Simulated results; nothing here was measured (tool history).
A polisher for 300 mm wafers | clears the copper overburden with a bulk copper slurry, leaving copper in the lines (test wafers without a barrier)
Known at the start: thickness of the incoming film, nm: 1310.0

run,hour,flow of slurry (ml/min),pressure of the wafer on the pad (kPa),speed of the pad under the wafer (cm/s),abrasive content of the slurry,overpolish time after the end point (s),time until the end point was called (s),dishing of a wide line in a test structure (angstrom)
1,0.0,155,20.7,100,1.0,27,138.56,832.10
2,5.0,155,21.4,100,1.0,29,134.05,895.76
3,6.1,155,22.1,100,1.0,30,130.99,922.49
4,8.5,155,22.1,90,1.0,30,133.33,878.58
5,16.9,155,22.8,92,1.0,31,133.00,909.89
6,25.0,155,20.0,92,1.0,31,145.27,860.35
7,31.5,155,21.4,92,1.0,31,143.15,901.55

Forecast run 8:
8,35.8,155,22.8,92,1.0,31,?,?

{"run 8": {"time until the end point was called (s)": 131.11, "dishing of a wide line in a test structure (angstrom)": 913.4}}
